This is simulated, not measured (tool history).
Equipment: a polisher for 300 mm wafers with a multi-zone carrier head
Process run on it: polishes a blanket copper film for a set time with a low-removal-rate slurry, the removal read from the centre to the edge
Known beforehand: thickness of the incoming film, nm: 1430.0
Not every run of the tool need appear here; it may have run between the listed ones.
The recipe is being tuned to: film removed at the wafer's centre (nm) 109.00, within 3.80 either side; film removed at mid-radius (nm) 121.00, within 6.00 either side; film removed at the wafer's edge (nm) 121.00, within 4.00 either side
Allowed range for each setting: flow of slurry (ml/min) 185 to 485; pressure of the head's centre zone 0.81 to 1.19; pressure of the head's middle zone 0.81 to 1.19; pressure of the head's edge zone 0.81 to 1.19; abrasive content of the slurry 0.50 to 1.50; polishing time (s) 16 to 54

run,hour,flow of slurry (ml/min),pressure of the head's centre zone,pressure of the head's middle zone,pressure of the head's edge zone,abrasive content of the slurry,polishing time (s),film removed at the wafer's centre (nm),film removed at mid-radius (nm),film removed at the wafer's edge (nm)
1,0.0,310,1.00,1.00,1.00,1.00,35,135.20,138.05,141.89
2,2.2,280,1.00,1.00,1.00,1.00,35,134.43,141.16,138.18
3,9.8,275,0.98,0.98,0.98,0.95,35,128.71,134.93,136.14
4,11.1,275,0.98,0.95,0.98,0.95,35,129.04,136.13,138.80
5,14.0,275,0.98,0.95,1.02,0.95,35,130.20,134.88,140.44
6,17.4,270,0.97,0.95,1.01,0.90,35,126.23,131.91,137.24
7,20.8,265,0.96,0.96,1.00,0.85,35,124.82,128.71,133.95
8,25.7,260,0.94,0.97,0.99,0.85,35,119.75,131.20,133.73
9,31.3,255,0.94,0.97,0.98,0.80,35,118.06,128.85,134.55
10,39.7,290,0.96,1.02,0.90,0.65,32,106.26,113.50,110.65
11,43.7,290,0.96,1.02,0.92,0.65,32,106.28,113.92,112.69
12,45.9,290,0.96,1.02,0.93,0.65,32,105.73,116.94,112.27
13,47.3,290,0.96,1.01,0.94,0.65,32,104.73,114.06,111.96
14,51.8,290,0.96,1.01,0.95,0.70,32,108.22,117.79,115.15
15,54.0,290,0.96,1.01,0.96,0.70,32,109.04,118.54,116.51
16,59.1,290,0.96,1.01,0.97,0.70,32,109.08,118.27,116.44

Of the 5 settings listed for the next run, only one would bring every result within its allowed miss of target. Which one?
A,64.2,290,1.01,1.13,0.94,0.65,31,?,?,?
B,64.2,475,0.99,1.08,0.97,0.85,28,?,?,?
C,64.2,290,0.95,0.98,0.95,0.65,32,?,?,?
D,64.2,305,0.94,1.02,1.00,0.60,34,?,?,?
E,64.2,310,0.84,0.93,0.96,0.60,37,?,?,?

move,film removed at the wafer's centre (nm),film removed at mid-radius (nm),film removed at the wafer's edge (nm)
A,108.39,121.36,108.97
B,106.99,117.87,109.76
C,105.10,113.15,113.10
D,108.69,121.57,120.16
E,105.69,124.24,129.11
A: lands further from the targets than the last run did
B: lands further from the targets than the last run did
C: lands further from the targets than the last run did
D: all results in spec
E: the result that was furthest off in the last run now lies on the other side of its target
D meets every target.

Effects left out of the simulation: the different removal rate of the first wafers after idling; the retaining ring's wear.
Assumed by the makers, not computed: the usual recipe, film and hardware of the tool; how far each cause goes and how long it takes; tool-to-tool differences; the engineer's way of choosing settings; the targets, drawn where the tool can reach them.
